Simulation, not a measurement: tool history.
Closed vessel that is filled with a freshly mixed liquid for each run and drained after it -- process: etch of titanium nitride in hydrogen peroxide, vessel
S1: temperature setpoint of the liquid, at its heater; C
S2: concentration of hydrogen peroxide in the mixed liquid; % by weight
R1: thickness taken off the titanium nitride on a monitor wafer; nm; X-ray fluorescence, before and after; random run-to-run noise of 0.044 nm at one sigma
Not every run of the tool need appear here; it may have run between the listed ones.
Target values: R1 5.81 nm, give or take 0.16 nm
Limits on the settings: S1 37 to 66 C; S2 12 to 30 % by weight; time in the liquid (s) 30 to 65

run 1 hour=0 | S1=53 S2=20.5 time_in_the_liquid_(s)=65 | R1=6.5975
run 2 hour=9.4 | S1=52.5 S2=20.5 time_in_the_liquid_(s)=65 | R1=6.3398
run 3 hour=17.2 | S1=52.5 S2=24 time_in_the_liquid_(s)=65 | R1=6.685
run 4 hour=19.8 | S1=45.5 S2=24 time_in_the_liquid_(s)=65 | R1=3.9777
run 5 hour=23 | S1=45.5 S2=28 time_in_the_liquid_(s)=65 | R1=4.0796
run 6 hour=32 | S1=45.5 S2=30 time_in_the_liquid_(s)=65 | R1=4.2262
run 7 hour=39 | S1=46.5 S2=30 time_in_the_liquid_(s)=65 | R1=4.5196
run 8 hour=48.3 | S1=47.5 S2=30 time_in_the_liquid_(s)=65 | R1=4.7667
run 9 hour=55.8 | S1=47.5 S2=30 time_in_the_liquid_(s)=65 | R1=4.849
run 10 hour=61.1 | S1=50.5 S2=30 time_in_the_liquid_(s)=65 | R1=6.0917

Which single option among these 4 for the next run brings every result within its allowed miss of target? Just one does.
run A hour=66.4 | S1=49 S2=30 time_in_the_liquid_(s)=65 | R1=?
run B hour=66.4 | S1=51 S2=30 time_in_the_liquid_(s)=65 | R1=?
run C hour=66.4 | S1=51 S2=29.5 time_in_the_liquid_(s)=65 | R1=?
run D hour=66.4 | S1=50 S2=28 time_in_the_liquid_(s)=65 | R1=?

move=A R1=5.4234
move=B R1=6.2663
move=C R1=6.243
move=D R1=5.7426
A: moves the result that the last run missed by most past its target, out the other side
B: moves away from the targets compared with the last run
C: moves away from the targets compared with the last run
D: every result lands within tolerance
Go with D: it meets all targets.
